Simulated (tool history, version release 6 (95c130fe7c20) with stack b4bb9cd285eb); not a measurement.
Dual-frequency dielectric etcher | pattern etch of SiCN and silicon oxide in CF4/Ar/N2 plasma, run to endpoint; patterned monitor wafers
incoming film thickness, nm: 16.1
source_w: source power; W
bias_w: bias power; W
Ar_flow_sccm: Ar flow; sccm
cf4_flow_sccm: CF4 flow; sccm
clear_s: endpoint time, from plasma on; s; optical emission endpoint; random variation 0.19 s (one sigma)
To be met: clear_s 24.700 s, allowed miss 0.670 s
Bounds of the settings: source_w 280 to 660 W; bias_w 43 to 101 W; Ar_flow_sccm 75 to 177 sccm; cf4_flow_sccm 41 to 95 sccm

run    day  source_w  bias_w  Ar_flow_sccm  cf4_flow_sccm  clear_s
  1  0.000       470      72           126             68   18.429
  2  0.267       540      72           126             68   16.271
  3  0.375       480      71           127             68   17.921
  4  0.571       430      70           128             68   20.019
  5  0.762       400      69           128             68   21.095
  6  0.938       380      68           128             68   22.142
  7  1.200       370      68           128             68   22.816
  8  1.446       360      68           128             68   23.146
  9  1.567       350      68           128             68   24.079

5 next moves are on the table. One of them brings every result within its allowed miss. Which?
  A  1.688       380      64           127             70        ?
  B  1.688       320      65           114             80        ?
  C  1.688       310      65           102             61        ?
  D  1.688       390      65           137             59        ?
  E  1.688       350      74           130             66        ?

move  clear_s
   A   22.966
   B   25.350
   C   26.139
   D   23.126
   E   23.693
A: further off than the last run
B: meets every target
C: takes the result that was furthest off past its target
D: further off than the last run
E: further off than the last run
Answer: B

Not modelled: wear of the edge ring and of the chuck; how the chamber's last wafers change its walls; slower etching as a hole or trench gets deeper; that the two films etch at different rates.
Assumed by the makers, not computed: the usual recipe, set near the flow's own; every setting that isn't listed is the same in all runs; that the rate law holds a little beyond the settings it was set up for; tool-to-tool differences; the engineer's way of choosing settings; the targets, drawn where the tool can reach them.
